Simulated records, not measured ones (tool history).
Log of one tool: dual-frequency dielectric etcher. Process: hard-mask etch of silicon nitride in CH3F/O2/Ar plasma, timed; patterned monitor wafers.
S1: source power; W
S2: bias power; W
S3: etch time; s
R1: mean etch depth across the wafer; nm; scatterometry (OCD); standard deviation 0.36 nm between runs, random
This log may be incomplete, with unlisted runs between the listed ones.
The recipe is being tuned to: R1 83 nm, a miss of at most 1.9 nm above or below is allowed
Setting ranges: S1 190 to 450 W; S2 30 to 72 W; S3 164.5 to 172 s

{"run": 1, "day": 0.0, "S1": 320, "S2": 51, "S3": 164.5, "R1": 92.174}
{"run": 2, "day": 0.204, "S1": 320, "S2": 51, "S3": 172, "R1": 97.689}
{"run": 3, "day": 0.238, "S1": 300, "S2": 50, "S3": 172, "R1": 93.831}
{"run": 4, "day": 0.342, "S1": 260, "S2": 50, "S3": 172, "R1": 89.613}
{"run": 5, "day": 0.433, "S1": 250, "S2": 50, "S3": 172, "R1": 87.71}
{"run": 6, "day": 0.638, "S1": 250, "S2": 50, "S3": 172, "R1": 88.082}
{"run": 7, "day": 0.738, "S1": 240, "S2": 50, "S3": 172, "R1": 86.514}
{"run": 8, "day": 0.921, "S1": 230, "S2": 49, "S3": 172, "R1": 85.389}

Next run, 4 choices. One meets every target within its allowed miss, the rest don't. Which?
{"run": "A", "day": 1.104, "S1": 250, "S2": 47, "S3": 165, "R1": "?"}
{"run": "B", "day": 1.104, "S1": 270, "S2": 46, "S3": 168.5, "R1": "?"}
{"run": "C", "day": 1.104, "S1": 240, "S2": 50, "S3": 172, "R1": "?"}
{"run": "D", "day": 1.104, "S1": 280, "S2": 44, "S3": 170, "R1": "?"}

move=A R1=83.761
move=B R1=87.418
move=C R1=87.467
move=D R1=88.364
A: each result inside its tolerance
B: moves away from the targets compared with the last run
C: moves away from the targets compared with the last run
D: moves away from the targets compared with the last run
Move A is the one to make.
